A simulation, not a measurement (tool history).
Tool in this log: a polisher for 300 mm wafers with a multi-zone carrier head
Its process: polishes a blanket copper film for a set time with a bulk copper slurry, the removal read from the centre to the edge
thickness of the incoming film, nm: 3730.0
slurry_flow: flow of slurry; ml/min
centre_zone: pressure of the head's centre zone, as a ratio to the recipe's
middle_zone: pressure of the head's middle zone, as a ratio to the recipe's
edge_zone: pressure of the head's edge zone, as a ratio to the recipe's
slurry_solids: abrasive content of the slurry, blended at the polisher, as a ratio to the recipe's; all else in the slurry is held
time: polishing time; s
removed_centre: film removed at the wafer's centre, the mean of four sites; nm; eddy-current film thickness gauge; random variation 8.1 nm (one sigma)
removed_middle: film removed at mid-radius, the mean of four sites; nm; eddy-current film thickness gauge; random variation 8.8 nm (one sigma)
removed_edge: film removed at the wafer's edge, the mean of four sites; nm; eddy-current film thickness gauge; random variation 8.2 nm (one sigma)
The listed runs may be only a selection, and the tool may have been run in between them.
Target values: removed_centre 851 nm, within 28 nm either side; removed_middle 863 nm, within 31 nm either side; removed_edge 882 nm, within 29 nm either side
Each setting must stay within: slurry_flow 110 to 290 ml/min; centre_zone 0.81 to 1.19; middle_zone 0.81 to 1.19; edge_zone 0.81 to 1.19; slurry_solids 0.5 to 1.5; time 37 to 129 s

run  hour  slurry_flow  centre_zone  middle_zone  edge_zone  slurry_solids  time  removed_centre  removed_middle  removed_edge
  1     0          185            1            1          1              1    83          621.38           637.6        642.03
  2   6.4          185         0.92            1          1              1    83          569.27          638.98         648.4
  3   9.9          185         0.92            1          1              1    95          654.85          726.77        737.69
  4  14.8          185         0.92         1.08          1              1    95           652.9          781.52        735.28
  5  21.1          185         0.92         1.01          1              1    95          651.66          725.15        737.84
  6  21.7          185         0.97         1.01          1              1    95          693.73          716.28        734.35
  7  29.7          195         0.98         1.03       1.03           1.05    95          729.47          756.59        753.64
  8  36.2          200         0.97         1.03       1.06            1.1    96          715.16          772.36        783.27
  9  41.2          245         1.07         1.05       1.13           1.35    98          886.67          874.63        890.07

Which single option among these 5 for the next run brings every result within its allowed miss of target? Just one does.
  A  46.2          230         1.08         1.08       1.18            1.3    96               ?               ?             ?
  B  46.2          200         0.98         0.97       1.18           1.45   105               ?               ?             ?
  C  46.2          245         1.09         0.99       1.15            1.5    98               ?               ?             ?
  D  46.2          245         0.97         1.08       1.06           1.35    95               ?               ?             ?
  E  46.2          235         1.07         1.01       1.11            1.4   102               ?               ?             ?

move  removed_centre  removed_middle  removed_edge
   A          845.78          846.13         868.8
   B          841.86          856.84        962.27
   C          907.76          840.22         910.6
   D           764.1          851.72        825.78
   E          907.78          869.98        912.38
A: in spec on every target
B: brings the result that was furthest off to its target, and leaves another outside
C: its largest miss is bigger than the last run's
D: takes the result that was furthest off past its target
E: its largest miss is bigger than the last run's
So the answer is move A, the one that meets all the targets.
